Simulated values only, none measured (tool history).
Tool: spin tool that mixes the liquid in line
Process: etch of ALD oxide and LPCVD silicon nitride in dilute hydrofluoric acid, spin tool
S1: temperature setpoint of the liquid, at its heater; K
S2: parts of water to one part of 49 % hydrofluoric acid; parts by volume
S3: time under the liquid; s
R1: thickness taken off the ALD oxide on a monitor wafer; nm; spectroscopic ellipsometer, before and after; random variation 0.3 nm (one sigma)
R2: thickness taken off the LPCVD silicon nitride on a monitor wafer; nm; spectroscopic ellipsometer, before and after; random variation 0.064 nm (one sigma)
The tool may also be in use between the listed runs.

| run | day | S1 | S2 | S3 | R1 | R2 |
|---|---|---|---|---|---|---|
| 1 | 0.000 | 298.15 | 70 | 55 | 27.872 | 0.43953 |
| 2 | 0.067 | 299.15 | 65 | 55 | 30.875 | 0.45696 |
| 3 | 0.196 | 300.15 | 60 | 55 | 34.971 | 0.57872 |
| 4 | 0.400 | 300.15 | 85 | 55 | 23.980 | 0.38392 |
| 5 | 0.488 | 300.15 | 65 | 55 | 32.375 | 0.53166 |
| 6 | 0.658 | 300.65 | 60 | 55 | 35.654 | 0.60187 |
| 7 | 0.988 | 301.15 | 55 | 55 | 40.209 | 0.68077 |

Forecast run 8:
| 8 | 1.267 | 301.65 | 55 | 55 | ? | ? |

R1: 41.585 nm
R2: 0.71333 nm
